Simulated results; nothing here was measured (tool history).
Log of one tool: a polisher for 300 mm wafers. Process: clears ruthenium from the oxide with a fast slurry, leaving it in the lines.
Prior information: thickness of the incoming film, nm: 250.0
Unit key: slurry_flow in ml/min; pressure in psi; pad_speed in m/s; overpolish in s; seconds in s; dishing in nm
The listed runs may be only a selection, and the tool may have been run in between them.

Run 1, hour 0: slurry_flow 235 ml/min, pressure 3.3 psi, pad_speed 1.28 m/s, slurry_solids 1, overpolish 9 s. Result: seconds 49.59 s, dishing 42.158 nm.
Run 2, hour 0.5: slurry_flow 235 ml/min, pressure 4.1 psi, pad_speed 1.28 m/s, slurry_solids 1, overpolish 9 s. Result: seconds 40.755 s, dishing 50.711 nm.
Run 3, hour 7.7: slurry_flow 285 ml/min, pressure 4.1 psi, pad_speed 1.28 m/s, slurry_solids 1, overpolish 9 s. Result: seconds 37.608 s, dishing 52.306 nm.
Run 4, hour 11.4: slurry_flow 285 ml/min, pressure 4.1 psi, pad_speed 1.28 m/s, slurry_solids 0.8, overpolish 9 s. Result: seconds 43.875 s, dishing 46.457 nm.
At hour 13.1: slurry blender recalibrated.
Run 5, hour 13.1: slurry_flow 285 ml/min, pressure 4.1 psi, pad_speed 1.28 m/s, slurry_solids 0.8, overpolish 12 s. Result: seconds 39.449 s, dishing 62.419 nm.
Run 6, hour 19.1: slurry_flow 285 ml/min, pressure 4.1 psi, pad_speed 1.28 m/s, slurry_solids 0.6, overpolish 12 s. Result: seconds 47.21 s, dishing 56.873 nm.
Run 7, hour 22.9: slurry_flow 285 ml/min, pressure 3.9 psi, pad_speed 1.28 m/s, slurry_solids 0.6, overpolish 12 s. Result: seconds 48.423 s, dishing 54.85 nm.
Run 8, hour 29.8: slurry_flow 285 ml/min, pressure 3.7 psi, pad_speed 1.28 m/s, slurry_solids 0.6, overpolish 12 s. Result: seconds 51.216 s, dishing 52.343 nm.
Run 9, hour 38.1: slurry_flow 285 ml/min, pressure 3.5 psi, pad_speed 1.28 m/s, slurry_solids 0.6, overpolish 12 s. Result: seconds 55.479 s, dishing 49.89 nm.
Run 10, hour 39.7: slurry_flow 285 ml/min, pressure 3.3 psi, pad_speed 1.28 m/s, slurry_solids 0.6, overpolish 12 s. Result: seconds 56.01 s, dishing 45.683 nm.
Run 11, hour 44.4: slurry_flow 280 ml/min, pressure 3.1 psi, pad_speed 1.28 m/s, slurry_solids 0.6, overpolish 12 s. Result: seconds 60.072 s, dishing 44.359 nm.
Run 12, hour 47.2: slurry_flow 280 ml/min, pressure 2.9 psi, pad_speed 1.28 m/s, slurry_solids 0.6, overpolish 12 s. Result: seconds 65.157 s, dishing 42.286 nm.

Estimate the outcome of run 13 from the log above:
Run 13, hour 54: slurry_flow 280 ml/min, pressure 2.8 psi, pad_speed 1.28 m/s, slurry_solids 0.6, overpolish 12 s. Result: seconds ?, dishing ?.

Run 13 yielded seconds 67.789 s, dishing 41.471 nm.
